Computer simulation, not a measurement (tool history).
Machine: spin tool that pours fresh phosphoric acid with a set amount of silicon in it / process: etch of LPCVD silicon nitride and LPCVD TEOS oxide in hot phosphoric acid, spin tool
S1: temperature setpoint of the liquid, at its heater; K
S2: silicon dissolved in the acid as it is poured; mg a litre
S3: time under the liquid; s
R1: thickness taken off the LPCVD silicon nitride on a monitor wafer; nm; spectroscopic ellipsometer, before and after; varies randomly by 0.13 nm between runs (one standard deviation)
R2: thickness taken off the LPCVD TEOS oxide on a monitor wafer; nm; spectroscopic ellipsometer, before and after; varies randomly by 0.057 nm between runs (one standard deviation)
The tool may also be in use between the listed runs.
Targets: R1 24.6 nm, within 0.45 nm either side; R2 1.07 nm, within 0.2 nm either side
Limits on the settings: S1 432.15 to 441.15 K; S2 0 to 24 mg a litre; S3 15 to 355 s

run 1 hour=0 | S1=437.15 S2=10.5 S3=180 | R1=17.624 R2=0.49937
run 2 hour=5.1 | S1=437.15 S2=10.5 S3=105 | R1=10.268 R2=0.31881
run 3 hour=5.7 | S1=437.15 S2=10.5 S3=135 | R1=13.134 R2=0.4251
run 4 hour=6.9 | S1=438.15 S2=7.5 S3=160 | R1=16.086 R2=0.54379
run 5 hour=12.1 | S1=439.15 S2=5.5 S3=175 | R1=18.237 R2=0.63175
run 6 hour=20.2 | S1=439.65 S2=4 S3=185 | R1=19.675 R2=0.70123
run 7 hour=27.1 | S1=440.15 S2=3 S3=195 | R1=21.087 R2=0.85539
run 8 hour=30.8 | S1=440.15 S2=3 S3=195 | R1=20.762 R2=0.9285
run 9 hour=36.5 | S1=440.15 S2=4 S3=205 | R1=22.014 R2=0.86738
run 10 hour=45.2 | S1=440.15 S2=3 S3=210 | R1=22.752 R2=0.90422
run 11 hour=50.6 | S1=440.65 S2=2.5 S3=215 | R1=23.571 R2=1.014
run 12 hour=56.3 | S1=440.65 S2=2.5 S3=220 | R1=24.134 R2=1.0328

Next run, 5 choices. One meets every target within its allowed miss, the rest don't. Which?
run A hour=62 | S1=441.15 S2=1 S3=210 | R1=? R2=?
run B hour=62 | S1=440.65 S2=0 S3=225 | R1=? R2=?
run C hour=62 | S1=435.65 S2=17.5 S3=265 | R1=? R2=?
run D hour=62 | S1=440.15 S2=5.5 S3=215 | R1=? R2=?
run E hour=62 | S1=436.15 S2=15 S3=260 | R1=? R2=?

move=A R1=23.446 R2=0.97816
move=B R1=24.717 R2=1.0299
move=C R1=24.704 R2=0.57582
move=D R1=23.237 R2=0.85457
move=E R1=24.644 R2=0.62508
A: the biggest miss grows against the last run
B: each result inside its tolerance
C: the worst result of the last run now meets its target, but another is out of spec
D: the biggest miss grows against the last run
E: the worst result of the last run now meets its target, but another is out of spec
Correct choice: B, which meets every target

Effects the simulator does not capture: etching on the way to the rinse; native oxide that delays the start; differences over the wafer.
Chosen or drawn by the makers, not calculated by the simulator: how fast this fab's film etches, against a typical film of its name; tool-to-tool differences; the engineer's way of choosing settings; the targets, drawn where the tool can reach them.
